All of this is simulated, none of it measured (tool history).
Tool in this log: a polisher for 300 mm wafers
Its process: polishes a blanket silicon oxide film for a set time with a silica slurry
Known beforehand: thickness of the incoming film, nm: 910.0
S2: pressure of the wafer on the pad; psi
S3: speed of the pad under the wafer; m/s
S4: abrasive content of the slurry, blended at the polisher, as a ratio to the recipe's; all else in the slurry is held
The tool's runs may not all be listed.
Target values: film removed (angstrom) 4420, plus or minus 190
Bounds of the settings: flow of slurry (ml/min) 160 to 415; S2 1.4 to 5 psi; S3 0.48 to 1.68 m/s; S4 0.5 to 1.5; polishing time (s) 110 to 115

Run 1, hour 0: flow of slurry (ml/min) 265, S2 3.2 psi, S3 1.08 m/s, S4 1, polishing time (s) 110. Result: film removed (angstrom) 3186.5.
Run 2, hour 7.7: flow of slurry (ml/min) 265, S2 3.2 psi, S3 1.08 m/s, S4 1.15, polishing time (s) 110. Result: film removed (angstrom) 3300.2.
Run 3, hour 16.2: flow of slurry (ml/min) 265, S2 3.2 psi, S3 1.08 m/s, S4 1.25, polishing time (s) 110. Result: film removed (angstrom) 3410.5.
Run 4, hour 23: flow of slurry (ml/min) 265, S2 3.2 psi, S3 1.08 m/s, S4 1.15, polishing time (s) 110. Result: film removed (angstrom) 3334.9.
Run 5, hour 27.1: flow of slurry (ml/min) 265, S2 3.5 psi, S3 1.08 m/s, S4 1.15, polishing time (s) 110. Result: film removed (angstrom) 3496.7.
Run 6, hour 28.4: flow of slurry (ml/min) 265, S2 3.5 psi, S3 1.08 m/s, S4 1.15, polishing time (s) 110. Result: film removed (angstrom) 3493.4.
Run 7, hour 34.3: flow of slurry (ml/min) 265, S2 3.7 psi, S3 1.1 m/s, S4 1.15, polishing time (s) 110. Result: film removed (angstrom) 3740.
Run 8, hour 40.5: flow of slurry (ml/min) 265, S2 3.8 psi, S3 1.1 m/s, S4 1.15, polishing time (s) 110. Result: film removed (angstrom) 3771.9.
Run 9, hour 45.3: flow of slurry (ml/min) 265, S2 3.9 psi, S3 1.1 m/s, S4 1.15, polishing time (s) 110. Result: film removed (angstrom) 3850.4.
Run 10, hour 45.9: flow of slurry (ml/min) 265, S2 4.4 psi, S3 1.12 m/s, S4 1.15, polishing time (s) 110. Result: film removed (angstrom) 4260.5.

5 next moves are on the table. One of them brings every result within its allowed miss. Which?
Run A, hour 46.5: flow of slurry (ml/min) 215, S2 3.7 psi, S3 1.36 m/s, S4 1.2, polishing time (s) 110. Result: film removed (angstrom) ?.
Run B, hour 46.5: flow of slurry (ml/min) 280, S2 4.1 psi, S3 1.08 m/s, S4 1.25, polishing time (s) 110. Result: film removed (angstrom) ?.
Run C, hour 46.5: flow of slurry (ml/min) 335, S2 4.4 psi, S3 1.2 m/s, S4 0.9, polishing time (s) 115. Result: film removed (angstrom) ?.
Run D, hour 46.5: flow of slurry (ml/min) 270, S2 4.3 psi, S3 0.94 m/s, S4 1.2, polishing time (s) 113. Result: film removed (angstrom) ?.
Run E, hour 46.5: flow of slurry (ml/min) 255, S2 4.3 psi, S3 1.12 m/s, S4 0.95, polishing time (s) 114. Result: film removed (angstrom) ?.

move  film removed (angstrom)
   A                   4082.5
   B                   3981.9
   C                   4259.2
   D                   3832.3
   E                   3944.8
A: the biggest miss grows against the last run
B: the biggest miss grows against the last run
C: meets every target
D: the biggest miss grows against the last run
E: the biggest miss grows against the last run
Go with C: it meets all targets.

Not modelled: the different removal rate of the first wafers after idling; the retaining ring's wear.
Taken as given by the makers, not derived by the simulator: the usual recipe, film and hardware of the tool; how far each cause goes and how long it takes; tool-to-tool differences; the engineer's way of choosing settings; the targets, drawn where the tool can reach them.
